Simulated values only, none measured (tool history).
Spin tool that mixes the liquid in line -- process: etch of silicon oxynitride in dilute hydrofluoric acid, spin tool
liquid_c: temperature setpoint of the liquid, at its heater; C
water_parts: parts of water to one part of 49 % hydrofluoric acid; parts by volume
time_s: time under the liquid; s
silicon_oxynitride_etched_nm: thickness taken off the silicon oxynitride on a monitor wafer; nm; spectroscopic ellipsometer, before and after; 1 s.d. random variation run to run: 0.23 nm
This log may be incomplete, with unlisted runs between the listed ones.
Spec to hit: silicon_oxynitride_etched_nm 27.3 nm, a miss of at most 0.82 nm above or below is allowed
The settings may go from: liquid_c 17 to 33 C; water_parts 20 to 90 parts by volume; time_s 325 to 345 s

| run | hour | liquid_c | water_parts | time_s | silicon_oxynitride_etched_nm |
|---|---|---|---|---|---|
| 1 | 0 | 25 | 50 | 325 | 34.754 |
| 2 | 7.3 | 25 | 35 | 325 | 49.853 |
| 3 | 14.3 | 24 | 35 | 325 | 48.18 |
| 4 | 18.7 | 25.5 | 35 | 325 | 51.432 |
|  | 25.1 | thermometer replaced |
| 5 | 25.1 | 22 | 35 | 325 | 41.434 |
| 6 | 25.7 | 19 | 35 | 325 | 35.607 |
| 7 | 28.9 | 18.5 | 35 | 325 | 34.027 |
| 8 | 31.3 | 18.5 | 35 | 325 | 34.51 |
| 9 | 37.2 | 17.5 | 40 | 325 | 28.493 |

4 next moves are on the table. One of them brings every result within its allowed miss. Which?
| A | 43.1 | 17 | 40 | 345 | ? |
| B | 43.1 | 19 | 45 | 340 | ? |
| C | 43.1 | 19 | 45 | 325 | ? |
| D | 43.1 | 19 | 40 | 325 | ? |

| move | silicon_oxynitride_etched_nm |
|---|---|
| A | 29.53 |
| B | 28.58 |
| C | 27.319 |
| D | 30.829 |
A: lands further from the targets than the last run did
B: lands further from the targets than the last run did
C: every result lands within tolerance
D: lands further from the targets than the last run did
Answer: C
